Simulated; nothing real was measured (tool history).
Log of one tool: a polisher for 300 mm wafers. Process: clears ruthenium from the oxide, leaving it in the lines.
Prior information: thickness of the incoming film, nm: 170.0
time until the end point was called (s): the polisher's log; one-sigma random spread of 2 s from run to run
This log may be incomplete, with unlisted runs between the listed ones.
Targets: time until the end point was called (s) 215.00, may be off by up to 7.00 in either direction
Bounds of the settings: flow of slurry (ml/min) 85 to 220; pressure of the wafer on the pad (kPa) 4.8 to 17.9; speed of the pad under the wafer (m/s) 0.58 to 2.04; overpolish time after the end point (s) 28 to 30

run,day,flow of slurry (ml/min),pressure of the wafer on the pad (kPa),speed of the pad under the wafer (m/s),overpolish time after the end point (s),time until the end point was called (s)
1,0.000,140,11.0,1.30,28,130.82
2,0.267,140,11.0,1.30,30,129.84
3,0.508,135,10.3,1.30,30,136.39
4,0.808,135,9.7,1.30,30,146.60
# day 1.071: head pressure recalibrated
5,1.071,135,9.7,1.30,28,138.64
6,1.367,135,9.7,1.30,28,134.69
7,1.479,135,9.0,1.24,28,152.61
8,1.688,135,8.3,1.22,28,163.89
9,1.979,135,7.6,1.22,28,174.94

4 candidate next runs follow, results not yet known. Just one meets every target within its allowed miss. Identify it.
A,2.271,135,9.7,1.20,30,?
B,2.271,140,9.7,0.86,28,?
C,2.271,85,9.7,0.92,30,?
D,2.271,140,6.2,1.30,28,?

move,time until the end point was called (s)
A,147.97
B,202.33
C,217.24
D,195.54
A: its largest miss is bigger than the last run's
B: closes in on the targets versus the last run, not all within tolerance yet
C: meets every target
D: closes in on the targets versus the last run, not all within tolerance yet
C meets every target.
